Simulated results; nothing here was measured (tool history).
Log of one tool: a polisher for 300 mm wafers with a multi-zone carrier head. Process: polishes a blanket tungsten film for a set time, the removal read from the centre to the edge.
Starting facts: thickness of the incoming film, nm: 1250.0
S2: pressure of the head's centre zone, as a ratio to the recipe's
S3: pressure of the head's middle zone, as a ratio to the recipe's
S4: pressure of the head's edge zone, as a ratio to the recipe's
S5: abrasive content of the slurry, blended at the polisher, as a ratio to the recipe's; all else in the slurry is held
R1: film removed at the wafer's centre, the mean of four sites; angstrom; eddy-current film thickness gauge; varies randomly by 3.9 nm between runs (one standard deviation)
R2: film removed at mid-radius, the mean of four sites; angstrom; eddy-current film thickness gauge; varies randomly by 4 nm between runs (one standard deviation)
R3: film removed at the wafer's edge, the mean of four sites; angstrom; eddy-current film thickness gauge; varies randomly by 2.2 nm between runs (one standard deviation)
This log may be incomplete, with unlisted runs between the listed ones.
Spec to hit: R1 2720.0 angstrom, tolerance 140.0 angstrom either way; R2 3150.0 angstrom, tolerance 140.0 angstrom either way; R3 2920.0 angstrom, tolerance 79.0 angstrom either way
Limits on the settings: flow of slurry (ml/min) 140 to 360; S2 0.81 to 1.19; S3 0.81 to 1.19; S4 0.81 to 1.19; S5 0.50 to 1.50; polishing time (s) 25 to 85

Run 1, hour 0.0: flow of slurry (ml/min) 230, S2 1.00, S3 1.00, S4 1.00, S5 1.00, polishing time (s) 55. Result: R1 2595.8 angstrom, R2 2651.3 angstrom, R3 2596.3 angstrom.
Run 2, hour 3.5: flow of slurry (ml/min) 230, S2 1.00, S3 1.00, S4 0.94, S5 1.00, polishing time (s) 55. Result: R1 2674.8 angstrom, R2 2545.5 angstrom, R3 2498.8 angstrom.
Run 3, hour 12.2: flow of slurry (ml/min) 230, S2 1.08, S3 1.00, S4 0.94, S5 1.00, polishing time (s) 55. Result: R1 2838.5 angstrom, R2 2622.9 angstrom, R3 2491.8 angstrom.
Run 4, hour 19.6: flow of slurry (ml/min) 190, S2 1.08, S3 1.00, S4 0.94, S5 1.00, polishing time (s) 55. Result: R1 2754.6 angstrom, R2 2502.8 angstrom, R3 2490.7 angstrom.
Run 5, hour 20.5: flow of slurry (ml/min) 195, S2 1.07, S3 1.02, S4 0.97, S5 1.00, polishing time (s) 55. Result: R1 2727.0 angstrom, R2 2624.7 angstrom, R3 2504.8 angstrom.
Run 6, hour 28.0: flow of slurry (ml/min) 250, S2 1.07, S3 1.02, S4 0.97, S5 1.00, polishing time (s) 55. Result: R1 2760.3 angstrom, R2 2650.3 angstrom, R3 2586.1 angstrom.
Run 7, hour 32.2: flow of slurry (ml/min) 250, S2 1.07, S3 1.04, S4 0.99, S5 1.05, polishing time (s) 55. Result: R1 2881.6 angstrom, R2 2707.0 angstrom, R3 2642.7 angstrom.
Run 8, hour 34.5: flow of slurry (ml/min) 250, S2 1.05, S3 1.06, S4 1.01, S5 1.05, polishing time (s) 55. Result: R1 2771.1 angstrom, R2 2834.2 angstrom, R3 2663.5 angstrom.
Run 9, hour 38.2: flow of slurry (ml/min) 255, S2 1.05, S3 1.07, S4 1.03, S5 1.05, polishing time (s) 55. Result: R1 2757.2 angstrom, R2 2773.8 angstrom, R3 2645.1 angstrom.
Run 10, hour 39.9: flow of slurry (ml/min) 255, S2 1.04, S3 1.08, S4 1.05, S5 1.10, polishing time (s) 55. Result: R1 2793.2 angstrom, R2 2982.0 angstrom, R3 2759.6 angstrom.
Run 11, hour 44.3: flow of slurry (ml/min) 275, S2 0.99, S3 1.08, S4 1.12, S5 1.10, polishing time (s) 55. Result: R1 2739.7 angstrom, R2 2916.4 angstrom, R3 2818.2 angstrom.

Which one of the following 5 next-run settings gets every result inside its allowed miss? There is exactly one.
Run A, hour 48.7: flow of slurry (ml/min) 275, S2 0.93, S3 0.99, S4 1.17, S5 1.10, polishing time (s) 57. Result: R1 ?, R2 ?, R3 ?.
Run B, hour 48.7: flow of slurry (ml/min) 325, S2 1.06, S3 1.08, S4 1.19, S5 1.35, polishing time (s) 47. Result: R1 ?, R2 ?, R3 ?.
Run C, hour 48.7: flow of slurry (ml/min) 295, S2 0.97, S3 1.16, S4 1.16, S5 1.20, polishing time (s) 54. Result: R1 ?, R2 ?, R3 ?.
Run D, hour 48.7: flow of slurry (ml/min) 250, S2 0.99, S3 1.04, S4 1.10, S5 1.20, polishing time (s) 55. Result: R1 ?, R2 ?, R3 ?.
Run E, hour 48.7: flow of slurry (ml/min) 305, S2 1.00, S3 0.96, S4 1.07, S5 1.05, polishing time (s) 56. Result: R1 ?, R2 ?, R3 ?.

move      R1      R2      R3
   A  2662.8  2790.9  3015.6
   B  2618.3  2633.5  2656.2
   C  2689.1  3106.4  2908.7
   D  2740.9  2840.6  2856.7
   E  2779.7  2665.8  2820.0
A: its largest miss is bigger than the last run's
B: its largest miss is bigger than the last run's
C: each result inside its tolerance
D: its largest miss is bigger than the last run's
E: its largest miss is bigger than the last run's
The right move is C.
